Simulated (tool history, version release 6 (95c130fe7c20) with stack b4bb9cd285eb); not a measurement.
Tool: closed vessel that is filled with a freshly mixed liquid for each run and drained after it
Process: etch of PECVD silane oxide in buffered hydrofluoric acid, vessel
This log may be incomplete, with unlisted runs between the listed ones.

run,day,temperature setpoint of the liquid (K),parts of 40 % ammonium fluoride to one part of 49 % hydrofluoric acid (parts by volume),time in the liquid (s),thickness taken off the PECVD silane oxide on a monitor wafer (angstrom)
1,0.000,296.15,23.5,95,1570.4
2,0.217,296.15,23.5,95,1571.7
3,0.304,296.15,23.5,100,1634.1
4,0.371,298.65,23.5,100,1864.8
5,0.733,298.65,23.5,100,1881.8
6,0.992,296.65,23.5,100,1695.2
7,1.021,300.65,19.5,100,2405.7

Forecast run 8:
8,1.129,301.15,19.5,100,?

Run 8 came out at thickness taken off the PECVD silane oxide on a monitor wafer (angstrom) 2468.3.

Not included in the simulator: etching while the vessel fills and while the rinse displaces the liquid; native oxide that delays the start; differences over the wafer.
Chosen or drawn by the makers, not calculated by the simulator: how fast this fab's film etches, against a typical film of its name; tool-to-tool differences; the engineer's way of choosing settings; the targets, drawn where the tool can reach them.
